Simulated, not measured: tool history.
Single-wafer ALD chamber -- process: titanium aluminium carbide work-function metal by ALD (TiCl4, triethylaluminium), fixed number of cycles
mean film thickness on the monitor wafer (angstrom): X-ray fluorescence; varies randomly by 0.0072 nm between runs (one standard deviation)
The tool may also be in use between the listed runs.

run	day	heater temperature setpoint (K)	triethylaluminium pulse time (s)	mean film thickness on the monitor wafer (angstrom)
1	0.000	593.15	7.98	20.173
2	0.217	585.15	7.98	19.580
3	0.521	589.15	8.65	20.178
4	0.775	592.15	9.16	20.529
5	0.958	592.15	11.34	21.161
6	1.229	594.15	11.68	21.185

Run 7, settings as shown, results not yet in. Your forecast:
7	1.354	597.15	12.00	?

mean film thickness on the monitor wafer (angstrom): 21.505
